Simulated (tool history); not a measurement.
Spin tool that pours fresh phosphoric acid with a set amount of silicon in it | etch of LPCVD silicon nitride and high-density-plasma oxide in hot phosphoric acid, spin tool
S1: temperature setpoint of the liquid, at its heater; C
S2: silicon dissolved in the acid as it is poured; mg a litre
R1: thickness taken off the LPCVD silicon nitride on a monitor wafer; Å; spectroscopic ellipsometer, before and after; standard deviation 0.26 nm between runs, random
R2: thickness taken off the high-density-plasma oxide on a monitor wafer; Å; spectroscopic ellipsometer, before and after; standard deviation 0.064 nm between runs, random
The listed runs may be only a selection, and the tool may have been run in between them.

{"run": 1, "day": 0.0, "S1": 161.0, "S2": 10.5, "time under the liquid (s)": 180, "R1": 157.75, "R2": 6.9271}
{"run": 2, "day": 0.242, "S1": 161.0, "S2": 10.5, "time under the liquid (s)": 240, "R1": 209.82, "R2": 9.2294}
{"run": 3, "day": 0.617, "S1": 161.5, "S2": 12.5, "time under the liquid (s)": 255, "R1": 225.27, "R2": 10.318}
{"run": 4, "day": 0.638, "S1": 161.0, "S2": 12.5, "time under the liquid (s)": 275, "R1": 236.41, "R2": 9.7061}
{"run": 5, "day": 0.958, "S1": 160.0, "S2": 12.5, "time under the liquid (s)": 275, "R1": 232.84, "R2": 9.5861}
{"run": 6, "day": 1.029, "S1": 162.0, "S2": 12.5, "time under the liquid (s)": 275, "R1": 250.94, "R2": 11.141}
{"day": 1.354, "done": "dissolved silicon flow meter replaced"}
{"run": 7, "day": 1.354, "S1": 162.5, "S2": 14.0, "time under the liquid (s)": 285, "R1": 260.98, "R2": 10.758}
{"run": 8, "day": 1.529, "S1": 163.0, "S2": 14.0, "time under the liquid (s)": 290, "R1": 270.97, "R2": 12.658}

What will run 9 give?
{"run": 9, "day": 1.608, "S1": 163.0, "S2": 14.0, "time under the liquid (s)": 290, "R1": "?", "R2": "?"}

Run 9 measured R1 267.67 Å, R2 11.1770 Å.
